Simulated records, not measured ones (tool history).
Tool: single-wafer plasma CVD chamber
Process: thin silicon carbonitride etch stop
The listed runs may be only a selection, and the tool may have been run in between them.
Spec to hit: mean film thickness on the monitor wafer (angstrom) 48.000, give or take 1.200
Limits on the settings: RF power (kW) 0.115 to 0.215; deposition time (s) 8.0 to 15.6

run,hour,RF power (kW),deposition time (s),mean film thickness on the monitor wafer (angstrom)
1,0.0,0.165,11.8,65.883
2,4.6,0.165,13.4,74.379
3,6.9,0.165,12.5,69.917
4,10.8,0.155,11.5,62.660
5,12.5,0.150,10.9,59.424
6,19.5,0.145,10.4,55.683
7,25.1,0.140,10.1,54.160
8,31.9,0.135,9.8,50.818
9,40.1,0.130,9.8,50.345

Consider the 5 candidate settings below. Which is the only one whose results all fall within their allowed miss of target?
A,48.3,0.145,9.5,?
B,48.3,0.130,10.0,?
C,48.3,0.125,9.3,?
D,48.3,0.130,10.4,?
E,48.3,0.125,10.3,?

move,mean film thickness on the monitor wafer (angstrom)
A,50.787
B,51.596
C,47.373
D,53.660
E,52.467
A: lands further from the targets than the last run did
B: lands further from the targets than the last run did
C: meets every target
D: lands further from the targets than the last run did
E: lands further from the targets than the last run did
C meets every target.

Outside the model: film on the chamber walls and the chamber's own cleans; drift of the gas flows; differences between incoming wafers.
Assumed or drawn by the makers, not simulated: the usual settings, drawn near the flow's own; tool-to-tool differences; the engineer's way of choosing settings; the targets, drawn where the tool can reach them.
